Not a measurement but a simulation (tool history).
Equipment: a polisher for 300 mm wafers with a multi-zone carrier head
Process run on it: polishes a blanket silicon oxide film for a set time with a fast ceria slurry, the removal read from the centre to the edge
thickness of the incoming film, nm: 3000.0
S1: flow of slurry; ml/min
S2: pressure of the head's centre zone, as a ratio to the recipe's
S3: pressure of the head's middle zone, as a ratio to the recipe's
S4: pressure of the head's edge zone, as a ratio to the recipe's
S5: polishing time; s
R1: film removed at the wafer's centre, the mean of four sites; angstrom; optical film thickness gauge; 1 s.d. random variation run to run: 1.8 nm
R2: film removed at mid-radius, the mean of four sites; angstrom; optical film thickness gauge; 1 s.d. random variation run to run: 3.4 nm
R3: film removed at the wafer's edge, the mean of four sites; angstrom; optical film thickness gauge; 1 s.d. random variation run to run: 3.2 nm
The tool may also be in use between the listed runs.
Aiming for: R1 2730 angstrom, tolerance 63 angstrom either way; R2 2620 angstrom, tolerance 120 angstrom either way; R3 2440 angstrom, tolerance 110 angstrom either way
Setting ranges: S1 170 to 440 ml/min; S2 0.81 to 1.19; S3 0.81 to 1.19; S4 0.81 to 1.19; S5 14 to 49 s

{"run": 1, "hour": 0.0, "S1": 280, "S2": 1, "S3": 1, "S4": 1, "S5": 31, "R1": 4679.3, "R2": 4624.8, "R3": 4517.5}
{"run": 2, "hour": 7.4, "S1": 280, "S2": 1.07, "S3": 1, "S4": 1, "S5": 31, "R1": 4892.4, "R2": 4619.1, "R3": 4536.3}
{"run": 3, "hour": 12.1, "S1": 280, "S2": 1.05, "S3": 0.99, "S4": 0.95, "S5": 26, "R1": 4068.9, "R2": 3855.8, "R3": 3703.2}
{"run": 4, "hour": 14.9, "S1": 280, "S2": 1.05, "S3": 1.05, "S4": 0.95, "S5": 26, "R1": 4056.8, "R2": 4102.1, "R3": 3855.4}
{"run": 5, "hour": 23.6, "S1": 285, "S2": 1, "S3": 1, "S4": 0.9, "S5": 23, "R1": 3414.3, "R2": 3400.2, "R3": 3261.1}
{"run": 6, "hour": 24.3, "S1": 285, "S2": 1, "S3": 1.03, "S4": 0.9, "S5": 23, "R1": 3413.5, "R2": 3536.4, "R3": 3263.9}
{"run": 7, "hour": 31.1, "S1": 320, "S2": 0.99, "S3": 1, "S4": 0.87, "S5": 21, "R1": 3148.4, "R2": 3177.3, "R3": 2940.2}
{"run": 8, "hour": 37.1, "S1": 320, "S2": 0.99, "S3": 1, "S4": 0.87, "S5": 21, "R1": 3149.3, "R2": 3202.1, "R3": 2897.5}
{"run": 9, "hour": 44.0, "S1": 340, "S2": 0.96, "S3": 0.95, "S4": 0.85, "S5": 21, "R1": 3054.6, "R2": 3087.7, "R3": 2950.3}
{"run": 10, "hour": 47.9, "S1": 345, "S2": 0.98, "S3": 0.95, "S4": 0.84, "S5": 19, "R1": 2854, "R2": 2843.6, "R3": 2667.5}

Exactly one of the 5 candidate moves below puts every result within its allowed miss. Which one?
{"run": "A", "hour": 51.8, "S1": 325, "S2": 1, "S3": 0.93, "S4": 0.81, "S5": 18, "R1": "?", "R2": "?", "R3": "?"}
{"run": "B", "hour": 51.8, "S1": 305, "S2": 1.02, "S3": 0.82, "S4": 0.91, "S5": 18, "R1": "?", "R2": "?", "R3": "?"}
{"run": "C", "hour": 51.8, "S1": 315, "S2": 1.06, "S3": 1.01, "S4": 0.81, "S5": 19, "R1": "?", "R2": "?", "R3": "?"}
{"run": "D", "hour": 51.8, "S1": 360, "S2": 1.02, "S3": 1.09, "S4": 0.81, "S5": 18, "R1": "?", "R2": "?", "R3": "?"}
{"run": "E", "hour": 51.8, "S1": 420, "S2": 1.03, "S3": 1.06, "S4": 0.81, "S5": 18, "R1": "?", "R2": "?", "R3": "?"}

move=A R1=2720.7 R2=2598.8 R3=2473.5
move=B R1=2754.3 R2=2372.8 R3=2596.6
move=C R1=3036.6 R2=2894.9 R3=2602.5
move=D R1=2806.7 R2=2931.6 R3=2486.9
move=E R1=2872.1 R2=2908.6 R3=2511.2
A: every result lands within tolerance
B: no nearer and no further than the last run
C: its largest miss is bigger than the last run's
D: gets the furthest-off result to its target, but another result is out of tolerance
E: gets the furthest-off result to its target, but another result is out of tolerance
The move that meets every target is A.
